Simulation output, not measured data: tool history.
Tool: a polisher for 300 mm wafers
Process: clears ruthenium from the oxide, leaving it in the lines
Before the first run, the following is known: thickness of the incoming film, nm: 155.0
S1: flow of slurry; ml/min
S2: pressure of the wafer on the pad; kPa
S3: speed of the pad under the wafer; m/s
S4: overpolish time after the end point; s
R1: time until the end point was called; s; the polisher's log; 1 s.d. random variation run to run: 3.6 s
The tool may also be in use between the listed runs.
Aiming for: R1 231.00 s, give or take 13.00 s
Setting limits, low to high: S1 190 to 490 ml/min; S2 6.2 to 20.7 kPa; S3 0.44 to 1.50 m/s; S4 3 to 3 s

Run 1, hour 0.0: S1 315 ml/min, S2 13.1 kPa, S3 0.96 m/s, S4 3 s. Result: R1 144.38 s.
Run 2, hour 4.3: S1 315 ml/min, S2 12.4 kPa, S3 0.96 m/s, S4 3 s. Result: R1 150.39 s.
Run 3, hour 9.4: S1 315 ml/min, S2 12.4 kPa, S3 1.20 m/s, S4 3 s. Result: R1 122.03 s.
Run 4, hour 13.1: S1 315 ml/min, S2 11.7 kPa, S3 1.18 m/s, S4 3 s. Result: R1 131.90 s.
Run 5, hour 14.4: S1 315 ml/min, S2 11.0 kPa, S3 1.16 m/s, S4 3 s. Result: R1 140.74 s.
Run 6, hour 19.0: S1 315 ml/min, S2 11.0 kPa, S3 1.02 m/s, S4 3 s. Result: R1 158.19 s.
Run 7, hour 22.9: S1 315 ml/min, S2 10.3 kPa, S3 1.02 m/s, S4 3 s. Result: R1 168.51 s.
Run 8, hour 25.2: S1 315 ml/min, S2 9.7 kPa, S3 1.02 m/s, S4 3 s. Result: R1 178.38 s.
Run 9, hour 29.2: S1 315 ml/min, S2 9.0 kPa, S3 1.02 m/s, S4 3 s. Result: R1 196.62 s.
Run 10, hour 30.1: S1 315 ml/min, S2 8.3 kPa, S3 1.02 m/s, S4 3 s. Result: R1 217.85 s.

Which of these 5 next moves meets every target?
Run A, hour 31.0: S1 290 ml/min, S2 8.3 kPa, S3 0.84 m/s, S4 3 s. Result: R1 ?.
Run B, hour 31.0: S1 310 ml/min, S2 10.3 kPa, S3 0.76 m/s, S4 3 s. Result: R1 ?.
Run C, hour 31.0: S1 330 ml/min, S2 6.9 kPa, S3 0.92 m/s, S4 3 s. Result: R1 ?.
Run D, hour 31.0: S1 195 ml/min, S2 8.3 kPa, S3 1.06 m/s, S4 3 s. Result: R1 ?.
Run E, hour 31.0: S1 400 ml/min, S2 6.9 kPa, S3 1.32 m/s, S4 3 s. Result: R1 ?.

move      R1
   A  256.78
   B  227.29
   C  277.07
   D  211.52
   E  192.61
A: moves the result that the last run missed by most past its target, out the other side
B: every result within its allowed miss
C: moves the result that the last run missed by most past its target, out the other side
D: lands further from the targets than the last run did
E: lands further from the targets than the last run did
The move that meets every target is B.
